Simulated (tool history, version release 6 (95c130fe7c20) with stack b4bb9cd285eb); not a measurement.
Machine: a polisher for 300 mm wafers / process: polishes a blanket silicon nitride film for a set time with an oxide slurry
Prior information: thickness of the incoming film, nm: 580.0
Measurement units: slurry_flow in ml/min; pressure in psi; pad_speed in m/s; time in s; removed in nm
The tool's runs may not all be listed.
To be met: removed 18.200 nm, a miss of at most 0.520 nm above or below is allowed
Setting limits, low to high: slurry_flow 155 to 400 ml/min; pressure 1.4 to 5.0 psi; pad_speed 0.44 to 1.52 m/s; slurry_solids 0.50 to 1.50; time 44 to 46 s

Run 1, hour 0.0: slurry_flow 255 ml/min, pressure 3.2 psi, pad_speed 0.98 m/s, slurry_solids 1.00, time 44 s. Result: removed 26.769 nm.
Run 2, hour 7.2: slurry_flow 295 ml/min, pressure 3.2 psi, pad_speed 0.98 m/s, slurry_solids 1.00, time 44 s. Result: removed 27.163 nm.
Run 3, hour 13.1: slurry_flow 295 ml/min, pressure 2.8 psi, pad_speed 0.98 m/s, slurry_solids 1.00, time 44 s. Result: removed 23.917 nm.
Run 4, hour 17.5: slurry_flow 295 ml/min, pressure 2.8 psi, pad_speed 0.82 m/s, slurry_solids 1.00, time 44 s. Result: removed 21.283 nm.
Run 5, hour 19.6: slurry_flow 295 ml/min, pressure 2.8 psi, pad_speed 0.82 m/s, slurry_solids 1.00, time 44 s. Result: removed 20.892 nm.
Run 6, hour 23.5: slurry_flow 295 ml/min, pressure 3.5 psi, pad_speed 0.82 m/s, slurry_solids 1.00, time 44 s. Result: removed 26.856 nm.
Run 7, hour 25.0: slurry_flow 290 ml/min, pressure 3.2 psi, pad_speed 0.82 m/s, slurry_solids 1.00, time 44 s. Result: removed 23.917 nm.
Run 8, hour 25.7: slurry_flow 260 ml/min, pressure 2.3 psi, pad_speed 0.82 m/s, slurry_solids 1.00, time 44 s. Result: removed 17.510 nm.
Run 9, hour 29.0: slurry_flow 265 ml/min, pressure 2.3 psi, pad_speed 0.82 m/s, slurry_solids 1.00, time 44 s. Result: removed 17.446 nm.
Run 10, hour 33.1: slurry_flow 270 ml/min, pressure 2.5 psi, pad_speed 0.82 m/s, slurry_solids 1.00, time 44 s. Result: removed 19.113 nm.

Next run, 4 choices. One meets every target within its allowed miss, the rest don't. Which?
Run A, hour 37.2: slurry_flow 295 ml/min, pressure 2.4 psi, pad_speed 0.84 m/s, slurry_solids 1.00, time 46 s. Result: removed ?.
Run B, hour 37.2: slurry_flow 185 ml/min, pressure 4.0 psi, pad_speed 0.46 m/s, slurry_solids 0.90, time 44 s. Result: removed ?.
Run C, hour 37.2: slurry_flow 265 ml/min, pressure 2.6 psi, pad_speed 0.82 m/s, slurry_solids 0.95, time 45 s. Result: removed ?.
Run D, hour 37.2: slurry_flow 280 ml/min, pressure 2.4 psi, pad_speed 0.84 m/s, slurry_solids 0.90, time 46 s. Result: removed ?.

move  removed
   A   19.416
   B   19.494
   C   19.515
   D   18.267
A: its largest miss is bigger than the last run's
B: its largest miss is bigger than the last run's
C: its largest miss is bigger than the last run's
D: hits every target within its allowed miss
D is the move that brings every result within its allowed miss.
